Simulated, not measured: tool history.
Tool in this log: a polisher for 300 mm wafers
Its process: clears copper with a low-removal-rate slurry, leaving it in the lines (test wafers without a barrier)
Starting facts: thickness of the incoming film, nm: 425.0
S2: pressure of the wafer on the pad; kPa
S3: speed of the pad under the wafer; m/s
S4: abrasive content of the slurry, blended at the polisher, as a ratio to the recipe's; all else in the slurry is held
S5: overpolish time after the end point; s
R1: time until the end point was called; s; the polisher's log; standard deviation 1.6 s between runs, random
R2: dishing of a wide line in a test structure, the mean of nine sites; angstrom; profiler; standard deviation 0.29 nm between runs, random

run 1 hour=0 | flow_of_slurry_(ml/min)=255 S2=15.9 S3=1.08 S4=1 S5=23 | R1=176.38 R2=300.42
run 2 hour=6.6 | flow_of_slurry_(ml/min)=255 S2=15.9 S3=1.08 S4=1.15 S5=23 | R1=172.22 R2=307.8
run 3 hour=8.7 | flow_of_slurry_(ml/min)=260 S2=15.9 S3=1.18 S4=1 S5=19 | R1=159.12 R2=282.71
run 4 hour=16.6 | flow_of_slurry_(ml/min)=275 S2=15.2 S3=1.28 S4=0.9 S5=16 | R1=161.46 R2=254.53
run 5 hour=24.9 | flow_of_slurry_(ml/min)=245 S2=15.2 S3=1.36 S4=0.8 S5=14 | R1=150.68 R2=233.69
run 6 hour=31.7 | flow_of_slurry_(ml/min)=245 S2=15.2 S3=1.36 S4=0.8 S5=7 | R1=150.87 R2=129.38

Run 7 has not been measured yet. What should we expect?
run 7 hour=36.7 | flow_of_slurry_(ml/min)=265 S2=15.9 S3=1.36 S4=0.8 S5=7 | R1=? R2=?

Run 7 gave R1 142.21 s, R2 136.65 angstrom.

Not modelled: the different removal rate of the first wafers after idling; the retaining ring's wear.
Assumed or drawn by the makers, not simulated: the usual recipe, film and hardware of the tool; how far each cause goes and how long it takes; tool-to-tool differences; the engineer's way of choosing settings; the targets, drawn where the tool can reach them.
